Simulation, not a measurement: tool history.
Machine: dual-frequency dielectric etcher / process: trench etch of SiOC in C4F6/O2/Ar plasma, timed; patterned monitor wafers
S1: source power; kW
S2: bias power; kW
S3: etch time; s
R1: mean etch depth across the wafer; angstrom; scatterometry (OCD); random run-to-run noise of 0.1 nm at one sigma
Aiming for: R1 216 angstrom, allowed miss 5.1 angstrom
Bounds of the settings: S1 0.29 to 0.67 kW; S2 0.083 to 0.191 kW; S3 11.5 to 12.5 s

run  hour    S1     S2    S3      R1
  1     0  0.48  0.137  12.5  242.95
  2   1.3  0.55  0.137  12.5  252.67
  3   7.6  0.52  0.133  12.5  243.51
  4  16.1  0.52  0.109  12.5  233.33
  5  18.6  0.52   0.12  12.5  240.25
  6  25.5  0.52   0.12  12.5  238.93
  7  26.1   0.5  0.118  12.5   235.5
  8    32  0.48  0.116  12.5  231.13
  9  33.9  0.47  0.114  12.5  228.51
 10  40.1  0.46  0.113  12.5  225.18
 11  46.8  0.45  0.112  12.5  225.52
 12  47.6  0.44  0.111  12.5  222.21

Exercise: of the 4 proposed moves below, exactly one satisfies all targets within the stated allowed misses. Which move is it?
  A  48.4  0.44  0.132  12.5   ?
  B  48.4  0.36  0.112  12.5   ?
  C  48.4  0.53  0.103  12.5   ?
  D  48.4  0.44  0.096  12.5   ?

move      R1
   A  231.07
   B  206.82
   C  231.89
   D  213.46
A: moves away from the targets compared with the last run
B: takes the biggest miss from the last run beyond its target
C: moves away from the targets compared with the last run
D: every result lands within tolerance
Correct choice: D, which meets every target
